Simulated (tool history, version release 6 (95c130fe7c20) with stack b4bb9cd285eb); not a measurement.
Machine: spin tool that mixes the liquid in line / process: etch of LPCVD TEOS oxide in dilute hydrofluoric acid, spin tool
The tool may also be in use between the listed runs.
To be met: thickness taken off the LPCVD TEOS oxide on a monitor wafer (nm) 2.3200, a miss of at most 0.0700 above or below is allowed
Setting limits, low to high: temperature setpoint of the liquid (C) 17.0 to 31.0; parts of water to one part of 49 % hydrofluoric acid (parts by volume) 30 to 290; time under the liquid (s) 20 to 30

run  hour  temperature setpoint of the liquid (C)  parts of water to one part of 49 % hydrofluoric acid (parts by volume)  time under the liquid (s)  thickness taken off the LPCVD TEOS oxide on a monitor wafer (nm)
  1   0.0                                    23.0                                                                     160                         30                                                            4.4458
  2   2.4                                    20.0                                                                     160                         30                                                            3.9019
  3   3.5                                    20.0                                                                     160                         30                                                            3.9206
  4   6.0                                    18.0                                                                     160                         30                                                            3.6858
  5  12.2                                    18.0                                                                     165                         30                                                            3.4731
  6  20.3                                    18.0                                                                     130                         30                                                            4.6136
  7  24.2                                    18.0                                                                     130                         30                                                            4.5959
  8  28.9                                    18.0                                                                     140                         30                                                            4.2473
  9  36.1                                    18.0                                                                     150                         30                                                            3.9182
 10  39.9                                    18.0                                                                     155                         30                                                            3.7736
 11  47.8                                    18.0                                                                     160                         30                                                            3.6112
 12  53.5                                    18.0                                                                     165                         30                                                            3.5545

Which single option among these 5 for the next run brings every result within its allowed miss of target? Just one does.
  A  59.2                                    20.5                                                                     105                         30                                                                 ?
  B  59.2                                    19.5                                                                      95                         30                                                                 ?
  C  59.2                                    18.0                                                                     165                         20                                                                 ?
  D  59.2                                    19.5                                                                     115                         30                                                                 ?
  E  59.2                                    21.0                                                                     100                         30                                                                 ?

move  thickness taken off the LPCVD TEOS oxide on a monitor wafer (nm)
   A                                                            6.5190
   B                                                            6.9929
   C                                                            2.3476
   D                                                            5.6516
   E                                                            7.0255
A: lands further from the targets than the last run did
B: lands further from the targets than the last run did
C: all results land within tolerance of their targets
D: lands further from the targets than the last run did
E: lands further from the targets than the last run did
The right move is C.
